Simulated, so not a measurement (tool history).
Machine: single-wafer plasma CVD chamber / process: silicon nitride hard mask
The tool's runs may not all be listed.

run,day,heater temperature setpoint (deg C),chamber pressure (Pa),RF power (W),deposition time (s),mean film thickness on the monitor wafer (nm)
1,0.000,425,260,290,23.8,31.084
2,0.288,425,260,325,23.8,34.661
3,0.404,425,244,310,23.7,32.554
4,0.483,425,244,310,23.8,32.452
5,0.688,425,229,300,23.8,31.077
6,0.975,425,229,275,23.8,28.538
7,1.167,425,177,265,23.8,25.677

For run 8, what comes out?
8,1.454,425,181,265,23.8,?

{"run 8": {"mean film thickness on the monitor wafer (nm)": 25.637}}
